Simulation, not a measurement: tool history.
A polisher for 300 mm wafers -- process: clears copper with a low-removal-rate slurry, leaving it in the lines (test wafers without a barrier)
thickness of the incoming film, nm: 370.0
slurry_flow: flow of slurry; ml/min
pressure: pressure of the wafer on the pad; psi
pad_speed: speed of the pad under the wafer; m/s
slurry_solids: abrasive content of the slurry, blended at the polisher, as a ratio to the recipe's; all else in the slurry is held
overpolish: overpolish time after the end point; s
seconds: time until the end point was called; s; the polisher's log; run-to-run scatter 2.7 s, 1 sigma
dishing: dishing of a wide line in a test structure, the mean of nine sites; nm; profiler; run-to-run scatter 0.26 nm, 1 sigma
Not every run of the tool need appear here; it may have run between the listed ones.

run 1 hour=0 | slurry_flow=125 pressure=3.6 pad_speed=1.38 slurry_solids=1 overpolish=24 | seconds=79.022 dishing=33.771
run 2 hour=4.5 | slurry_flow=125 pressure=3.6 pad_speed=1.38 slurry_solids=1.2 overpolish=24 | seconds=76.212 dishing=34.836
run 3 hour=12.3 | slurry_flow=125 pressure=3.1 pad_speed=1.38 slurry_solids=1 overpolish=19 | seconds=93.182 dishing=30.422
run 4 hour=18.6 | slurry_flow=125 pressure=2.8 pad_speed=1.38 slurry_solids=0.95 overpolish=16 | seconds=104.05 dishing=26.878
run 5 hour=20.2 | slurry_flow=125 pressure=2.8 pad_speed=1.38 slurry_solids=0.95 overpolish=8 | seconds=103.99 dishing=17.797
run 6 hour=25.3 | slurry_flow=125 pressure=2.8 pad_speed=1.54 slurry_solids=0.95 overpolish=8 | seconds=92.457 dishing=19.233
run 7 hour=28.4 | slurry_flow=120 pressure=2.5 pad_speed=1.52 slurry_solids=0.95 overpolish=10 | seconds=105.43 dishing=20.477
run 8 hour=31.1 | slurry_flow=105 pressure=1.6 pad_speed=1.56 slurry_solids=0.95 overpolish=18 | seconds=160.66 dishing=22.364

What will run 9 give?
run 9 hour=36.7 | slurry_flow=110 pressure=1.6 pad_speed=1.56 slurry_solids=0.95 overpolish=18 | seconds=? dishing=?

{"run 9": {"seconds": 158.76, "dishing": 22.47}}

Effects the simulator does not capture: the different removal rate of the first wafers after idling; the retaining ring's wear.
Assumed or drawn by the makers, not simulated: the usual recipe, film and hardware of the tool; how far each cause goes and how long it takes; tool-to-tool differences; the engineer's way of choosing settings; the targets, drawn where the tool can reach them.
